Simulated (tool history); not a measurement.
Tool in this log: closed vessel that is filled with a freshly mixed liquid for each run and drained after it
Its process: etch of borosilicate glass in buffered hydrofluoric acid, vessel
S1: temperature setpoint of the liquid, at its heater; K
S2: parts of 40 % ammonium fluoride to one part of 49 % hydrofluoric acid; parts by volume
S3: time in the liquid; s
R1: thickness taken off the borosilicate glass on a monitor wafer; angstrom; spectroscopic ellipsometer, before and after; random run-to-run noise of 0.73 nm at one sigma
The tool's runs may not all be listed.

{"run": 1, "hour": 0.0, "S1": 294.15, "S2": 19.5, "S3": 130, "R1": 738.92}
{"run": 2, "hour": 1.1, "S1": 294.15, "S2": 24.5, "S3": 130, "R1": 619.42}
{"run": 3, "hour": 5.3, "S1": 295.15, "S2": 23.5, "S3": 130, "R1": 683.05}
{"run": 4, "hour": 10.2, "S1": 293.15, "S2": 23.5, "S3": 130, "R1": 607.11}
{"run": 5, "hour": 19.0, "S1": 293.15, "S2": 25.5, "S3": 130, "R1": 577.44}
{"run": 6, "hour": 21.7, "S1": 294.15, "S2": 24, "S3": 130, "R1": 635.26}
{"run": 7, "hour": 30.4, "S1": 295.15, "S2": 23, "S3": 130, "R1": 694.23}
{"run": 8, "hour": 38.0, "S1": 295.15, "S2": 23, "S3": 130, "R1": 690.82}
{"run": 9, "hour": 42.6, "S1": 296.15, "S2": 22, "S3": 130, "R1": 750.96}
{"run": 10, "hour": 44.6, "S1": 297.15, "S2": 21, "S3": 130, "R1": 814.9}
{"run": 11, "hour": 51.3, "S1": 297.65, "S2": 20, "S3": 130, "R1": 878.06}
{"run": 12, "hour": 53.1, "S1": 298.15, "S2": 19.5, "S3": 130, "R1": 917.29}
{"run": 13, "hour": 60.1, "S1": 298.65, "S2": 19, "S3": 130, "R1": 961.77}

For run 14, what comes out?
{"run": 14, "hour": 68.3, "S1": 299.15, "S2": 18.5, "S3": 130, "R1": "?"}

Run 14 gave R1 1012.8 angstrom.

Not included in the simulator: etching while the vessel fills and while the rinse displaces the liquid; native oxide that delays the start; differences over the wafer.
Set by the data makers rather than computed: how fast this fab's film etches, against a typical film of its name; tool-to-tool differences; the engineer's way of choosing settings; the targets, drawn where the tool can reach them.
